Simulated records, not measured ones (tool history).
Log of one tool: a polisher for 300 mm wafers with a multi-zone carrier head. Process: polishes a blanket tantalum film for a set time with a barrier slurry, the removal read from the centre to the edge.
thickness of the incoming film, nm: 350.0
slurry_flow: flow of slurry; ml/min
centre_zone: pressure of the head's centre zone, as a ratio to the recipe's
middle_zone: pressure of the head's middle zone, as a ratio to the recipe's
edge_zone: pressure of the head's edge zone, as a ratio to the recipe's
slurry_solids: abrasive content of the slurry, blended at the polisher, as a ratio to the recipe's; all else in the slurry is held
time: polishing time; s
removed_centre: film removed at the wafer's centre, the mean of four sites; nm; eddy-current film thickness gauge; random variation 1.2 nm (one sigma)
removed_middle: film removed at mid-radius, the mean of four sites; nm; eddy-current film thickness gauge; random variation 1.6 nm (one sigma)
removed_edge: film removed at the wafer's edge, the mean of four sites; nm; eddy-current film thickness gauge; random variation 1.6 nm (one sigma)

| run | hour | slurry_flow | centre_zone | middle_zone | edge_zone | slurry_solids | time | removed_centre | removed_middle | removed_edge |
|---|---|---|---|---|---|---|---|---|---|---|
| 1 | 0 | 265 | 1 | 1 | 1 | 1 | 76 | 115.83 | 117.19 | 111.08 |
| 2 | 5.6 | 265 | 1 | 0.97 | 1 | 1 | 76 | 115.62 | 109.3 | 109.47 |
| 3 | 13.2 | 265 | 0.99 | 0.97 | 1.02 | 1.05 | 76 | 115.7 | 115.05 | 115.08 |
| 4 | 16.6 | 265 | 0.93 | 0.97 | 1.02 | 1.05 | 76 | 108.71 | 113.69 | 113.94 |
| 5 | 21.8 | 265 | 0.93 | 0.97 | 1.04 | 1.1 | 76 | 109.96 | 116.32 | 116.49 |
| 6 | 26.2 | 265 | 0.99 | 0.97 | 1.04 | 1.1 | 76 | 117.4 | 117.13 | 119.01 |
| 7 | 34.5 | 265 | 0.99 | 0.97 | 1.06 | 1.1 | 76 | 116.63 | 117.5 | 117.38 |
| 8 | 39.3 | 265 | 0.99 | 0.97 | 1.06 | 1.1 | 76 | 116.49 | 115.85 | 119.73 |
| 9 | 45.5 | 270 | 0.99 | 0.97 | 1.07 | 1.1 | 76 | 117.37 | 112.8 | 120.6 |
| 10 | 51.3 | 275 | 0.99 | 0.98 | 1.08 | 1.1 | 76 | 119.4 | 115.48 | 118.86 |
| 11 | 51.9 | 270 | 0.99 | 0.97 | 1.09 | 1.15 | 76 | 120.17 | 120.79 | 123.07 |
| 12 | 53.8 | 270 | 0.99 | 0.96 | 1.1 | 1.15 | 76 | 120.21 | 117.43 | 123.01 |
| 13 | 57.4 | 270 | 0.98 | 0.95 | 1.11 | 1.2 | 76 | 121.15 | 120.31 | 127.68 |
| 14 | 60.6 | 270 | 0.98 | 0.95 | 1.11 | 1.2 | 76 | 120.75 | 115.54 | 124.12 |
| 15 | 66.1 | 265 | 0.97 | 0.95 | 1.12 | 1.25 | 76 | 118.51 | 118.4 | 127.8 |

Forecast run 16:
| 16 | 71 | 265 | 0.97 | 0.95 | 1.13 | 1.25 | 76 | ? | ? | ? |

{"run 16": {"removed_centre": 121.78, "removed_middle": 120.75, "removed_edge": 125.92}}
